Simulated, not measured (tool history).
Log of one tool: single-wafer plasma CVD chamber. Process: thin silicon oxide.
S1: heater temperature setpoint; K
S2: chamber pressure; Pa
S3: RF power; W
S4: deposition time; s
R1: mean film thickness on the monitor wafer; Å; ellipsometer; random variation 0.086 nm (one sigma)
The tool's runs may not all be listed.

{"run": 1, "hour": 0.0, "S1": 688.15, "S2": 80.3, "S3": 240, "S4": 12.2, "R1": 142.16}
{"run": 2, "hour": 1.6, "S1": 688.15, "S2": 80.3, "S3": 215, "S4": 12.2, "R1": 134.14}
{"run": 3, "hour": 2.4, "S1": 688.15, "S2": 82.0, "S3": 215, "S4": 12.2, "R1": 138.14}
{"run": 4, "hour": 5.4, "S1": 683.15, "S2": 82.0, "S3": 215, "S4": 12.2, "R1": 136.36}
{"run": 5, "hour": 9.0, "S1": 683.15, "S2": 82.0, "S3": 215, "S4": 12.2, "R1": 136.38}
{"run": 6, "hour": 14.3, "S1": 683.15, "S2": 83.5, "S3": 215, "S4": 12.2, "R1": 141.01}
{"run": 7, "hour": 19.0, "S1": 683.15, "S2": 83.5, "S3": 215, "S4": 12.2, "R1": 140.38}
{"run": 8, "hour": 23.0, "S1": 683.15, "S2": 84.7, "S3": 215, "S4": 12.2, "R1": 140.51}

The next listed run, before its measurement:
{"run": 9, "hour": 30.5, "S1": 683.15, "S2": 86.1, "S3": 215, "S4": 12.2, "R1": "?"}

Run 9 gave R1 144.08 Å.
